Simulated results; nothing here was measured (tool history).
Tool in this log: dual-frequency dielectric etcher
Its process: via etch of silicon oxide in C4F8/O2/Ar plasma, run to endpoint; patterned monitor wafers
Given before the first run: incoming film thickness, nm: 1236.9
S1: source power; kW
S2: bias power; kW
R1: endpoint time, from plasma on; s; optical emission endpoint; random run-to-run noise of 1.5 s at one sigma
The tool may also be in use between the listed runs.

{"run": 1, "hour": 0.0, "S1": 1.81, "S2": 1.872, "R1": 234.55}
{"run": 2, "hour": 8.9, "S1": 2.09, "S2": 1.872, "R1": 215.03}
{"run": 3, "hour": 10.5, "S1": 1.79, "S2": 1.872, "R1": 237.96}
{"run": 4, "hour": 14.2, "S1": 1.68, "S2": 1.857, "R1": 247.8}
{"run": 5, "hour": 20.8, "S1": 1.96, "S2": 1.857, "R1": 223.33}
{"run": 6, "hour": 28.9, "S1": 2.23, "S2": 1.857, "R1": 206.66}
{"run": 7, "hour": 32.7, "S1": 2.03, "S2": 1.828, "R1": 222.21}

For run 8, what comes out?
{"run": 8, "hour": 38.6, "S1": 1.88, "S2": 1.811, "R1": "?"}

Run 8 produced R1 231.8 s.
